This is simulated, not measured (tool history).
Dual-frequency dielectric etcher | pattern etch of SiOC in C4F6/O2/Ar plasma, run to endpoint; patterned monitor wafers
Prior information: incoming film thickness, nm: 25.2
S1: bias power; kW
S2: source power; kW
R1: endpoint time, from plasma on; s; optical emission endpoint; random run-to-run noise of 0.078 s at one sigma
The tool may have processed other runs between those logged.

Run 1, day 0: S1 0.502 kW, S2 0.29 kW. Result: R1 9.9833 s.
Run 2, day 0.058: S1 0.502 kW, S2 0.27 kW. Result: R1 10.312 s.
Run 3, day 0.083: S1 0.529 kW, S2 0.28 kW. Result: R1 10.041 s.
Run 4, day 0.412: S1 0.549 kW, S2 0.29 kW. Result: R1 9.7538 s.
Run 5, day 0.442: S1 0.477 kW, S2 0.29 kW. Result: R1 10.317 s.
Run 6, day 0.629: S1 0.506 kW, S2 0.3 kW. Result: R1 9.8562 s.
Run 7, day 0.871: S1 0.527 kW, S2 0.31 kW. Result: R1 9.7269 s.
Run 8, day 1.038: S1 0.548 kW, S2 0.32 kW. Result: R1 9.4311 s.
Run 9, day 1.396: S1 0.563 kW, S2 0.32 kW. Result: R1 9.2933 s.
Run 10, day 1.458: S1 0.575 kW, S2 0.32 kW. Result: R1 9.353 s.

Run 11 is up next; what results do you expect?
Run 11, day 1.808: S1 0.588 kW, S2 0.33 kW. Result: R1 ?.

{"run 11": {"R1": 9.1725}}

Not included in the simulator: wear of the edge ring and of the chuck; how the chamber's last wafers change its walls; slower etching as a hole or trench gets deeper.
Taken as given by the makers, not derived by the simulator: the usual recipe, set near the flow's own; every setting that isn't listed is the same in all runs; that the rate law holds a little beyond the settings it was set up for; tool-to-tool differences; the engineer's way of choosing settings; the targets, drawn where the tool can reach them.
